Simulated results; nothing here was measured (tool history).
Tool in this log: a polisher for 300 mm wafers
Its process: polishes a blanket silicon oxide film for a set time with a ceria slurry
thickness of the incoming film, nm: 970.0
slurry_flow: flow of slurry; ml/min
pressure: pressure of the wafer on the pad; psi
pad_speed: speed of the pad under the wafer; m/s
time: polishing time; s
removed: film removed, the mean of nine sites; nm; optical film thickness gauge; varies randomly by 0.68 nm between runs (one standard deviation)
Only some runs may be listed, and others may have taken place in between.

run 1 hour=0.0 | slurry_flow=195 pressure=2.2 pad_speed=1.02 time=46 | removed=126.24
run 2 hour=6.2 | slurry_flow=185 pressure=2.1 pad_speed=1.02 time=46 | removed=123.45
run 3 hour=13.9 | slurry_flow=185 pressure=2.1 pad_speed=1.12 time=46 | removed=135.63
run 4 hour=14.6 | slurry_flow=185 pressure=2.1 pad_speed=1.22 time=46 | removed=148.16
run 5 hour=17.8 | slurry_flow=185 pressure=1.8 pad_speed=1.22 time=46 | removed=135.35
run 6 hour=19.5 | slurry_flow=185 pressure=2.1 pad_speed=1.22 time=46 | removed=147.70
run 7 hour=27.4 | slurry_flow=155 pressure=1.5 pad_speed=1.20 time=46 | removed=116.59
run 8 hour=33.4 | slurry_flow=155 pressure=1.4 pad_speed=1.20 time=46 | removed=112.15

Run 9 has not been measured yet. What should we expect?
run 9 hour=38.3 | slurry_flow=155 pressure=1.3 pad_speed=1.20 time=46 | removed=?

For run 9 the tool returned removed 108.04 nm.

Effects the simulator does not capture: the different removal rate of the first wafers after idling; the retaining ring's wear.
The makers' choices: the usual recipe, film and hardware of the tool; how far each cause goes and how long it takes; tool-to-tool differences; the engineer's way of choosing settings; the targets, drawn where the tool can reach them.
